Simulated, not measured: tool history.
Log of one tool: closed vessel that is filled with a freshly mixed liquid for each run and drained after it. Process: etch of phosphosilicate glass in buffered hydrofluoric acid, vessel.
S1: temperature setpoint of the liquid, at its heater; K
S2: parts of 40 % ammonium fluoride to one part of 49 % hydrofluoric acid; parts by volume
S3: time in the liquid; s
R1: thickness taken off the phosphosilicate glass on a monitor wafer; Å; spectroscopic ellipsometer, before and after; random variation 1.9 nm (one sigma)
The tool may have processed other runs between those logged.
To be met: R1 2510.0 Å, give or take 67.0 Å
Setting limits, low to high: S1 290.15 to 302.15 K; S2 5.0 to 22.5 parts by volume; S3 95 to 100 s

| run | hour | S1 | S2 | S3 | R1 |
|---|---|---|---|---|---|
| 1 | 0.0 | 294.15 | 13.5 | 95 | 3726.2 |
| 2 | 7.1 | 294.15 | 16.0 | 95 | 3115.8 |
| 3 | 13.9 | 295.65 | 16.0 | 95 | 3392.8 |
| 4 | 21.6 | 294.65 | 16.0 | 95 | 3241.7 |
| 5 | 26.0 | 294.65 | 16.0 | 100 | 3421.3 |
| 6 | 27.0 | 294.65 | 16.0 | 95 | 3246.1 |
| 7 | 29.4 | 294.65 | 16.0 | 95 | 3228.6 |
| 8 | 38.7 | 293.65 | 16.0 | 95 | 3035.2 |
| 9 | 41.9 | 293.15 | 16.0 | 95 | 2965.0 |
| 10 | 42.8 | 292.65 | 16.0 | 95 | 2887.0 |
| 11 | 46.4 | 292.15 | 16.0 | 95 | 2829.1 |
| 12 | 54.6 | 291.65 | 16.0 | 95 | 2708.6 |

Exercise: of the 5 proposed moves below, exactly one satisfies all targets within the stated allowed misses. Which move is it?
| A | 62.8 | 290.15 | 15.0 | 95 | ? |
| B | 62.8 | 290.65 | 16.0 | 100 | ? |
| C | 62.8 | 291.65 | 17.5 | 95 | ? |
| D | 62.8 | 290.15 | 16.0 | 100 | ? |
| E | 62.8 | 292.65 | 18.0 | 100 | ? |

| move | R1 |
|---|---|
| A | 2679.0 |
| B | 2723.0 |
| C | 2506.5 |
| D | 2646.3 |
| E | 2715.2 |
A: an improvement on the last run, though not all results are within tolerance
B: further off than the last run
C: all results in spec
D: an improvement on the last run, though not all results are within tolerance
E: no nearer and no further than the last run
So the answer is move C, the one that meets all the targets.

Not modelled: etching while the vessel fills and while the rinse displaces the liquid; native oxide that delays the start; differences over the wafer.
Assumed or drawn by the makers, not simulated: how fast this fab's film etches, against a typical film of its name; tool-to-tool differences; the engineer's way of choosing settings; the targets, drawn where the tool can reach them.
